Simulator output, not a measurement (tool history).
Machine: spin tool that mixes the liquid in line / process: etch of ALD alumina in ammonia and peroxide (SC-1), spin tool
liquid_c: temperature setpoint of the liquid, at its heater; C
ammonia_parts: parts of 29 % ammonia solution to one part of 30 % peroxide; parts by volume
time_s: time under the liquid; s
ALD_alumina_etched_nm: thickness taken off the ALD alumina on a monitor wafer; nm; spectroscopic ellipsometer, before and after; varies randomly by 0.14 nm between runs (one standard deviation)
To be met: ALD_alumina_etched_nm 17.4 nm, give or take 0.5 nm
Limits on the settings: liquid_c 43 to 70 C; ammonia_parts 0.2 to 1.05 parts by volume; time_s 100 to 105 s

{"run": 1, "day": 0.0, "liquid_c": 59, "ammonia_parts": 0.55, "time_s": 100, "ALD_alumina_etched_nm": 11.367}
{"run": 2, "day": 0.342, "liquid_c": 59, "ammonia_parts": 0.65, "time_s": 100, "ALD_alumina_etched_nm": 11.722}
{"run": 3, "day": 0.383, "liquid_c": 59, "ammonia_parts": 0.65, "time_s": 100, "ALD_alumina_etched_nm": 11.905}
{"run": 4, "day": 0.558, "liquid_c": 59, "ammonia_parts": 0.65, "time_s": 105, "ALD_alumina_etched_nm": 12.523}
{"run": 5, "day": 0.617, "liquid_c": 59, "ammonia_parts": 0.65, "time_s": 105, "ALD_alumina_etched_nm": 12.276}
{"run": 6, "day": 0.758, "liquid_c": 54.5, "ammonia_parts": 0.65, "time_s": 105, "ALD_alumina_etched_nm": 9.9737}
{"run": 7, "day": 0.892, "liquid_c": 62.5, "ammonia_parts": 0.7, "time_s": 105, "ALD_alumina_etched_nm": 14.8}
{"run": 8, "day": 1.054, "liquid_c": 63, "ammonia_parts": 0.7, "time_s": 105, "ALD_alumina_etched_nm": 15.424}
{"run": 9, "day": 1.217, "liquid_c": 63.5, "ammonia_parts": 0.7, "time_s": 105, "ALD_alumina_etched_nm": 15.536}
{"run": 10, "day": 1.492, "liquid_c": 64, "ammonia_parts": 0.7, "time_s": 105, "ALD_alumina_etched_nm": 16.04}
{"run": 11, "day": 1.838, "liquid_c": 64.5, "ammonia_parts": 0.7, "time_s": 105, "ALD_alumina_etched_nm": 16.618}
{"run": 12, "day": 2.204, "liquid_c": 65, "ammonia_parts": 0.7, "time_s": 105, "ALD_alumina_etched_nm": 16.879}
{"run": 13, "day": 2.496, "liquid_c": 65, "ammonia_parts": 0.7, "time_s": 105, "ALD_alumina_etched_nm": 16.931}

Of the 5 settings listed for the next run, only one would bring every result within its allowed miss of target. Which one?
{"run": "A", "day": 2.788, "liquid_c": 65.5, "ammonia_parts": 0.55, "time_s": 100, "ALD_alumina_etched_nm": "?"}
{"run": "B", "day": 2.788, "liquid_c": 66, "ammonia_parts": 0.5, "time_s": 105, "ALD_alumina_etched_nm": "?"}
{"run": "C", "day": 2.788, "liquid_c": 65, "ammonia_parts": 0.95, "time_s": 100, "ALD_alumina_etched_nm": "?"}
{"run": "D", "day": 2.788, "liquid_c": 65, "ammonia_parts": 0.75, "time_s": 100, "ALD_alumina_etched_nm": "?"}
{"run": "E", "day": 2.788, "liquid_c": 64, "ammonia_parts": 0.75, "time_s": 105, "ALD_alumina_etched_nm": "?"}

move=A ALD_alumina_etched_nm=15.977
move=B ALD_alumina_etched_nm=17.042
move=C ALD_alumina_etched_nm=16.411
move=D ALD_alumina_etched_nm=16.049
move=E ALD_alumina_etched_nm=16.033
A: misses by more than the last run did
B: all results land within tolerance of their targets
C: misses by more than the last run did
D: misses by more than the last run did
E: misses by more than the last run did
B is the move that brings every result within its allowed miss.
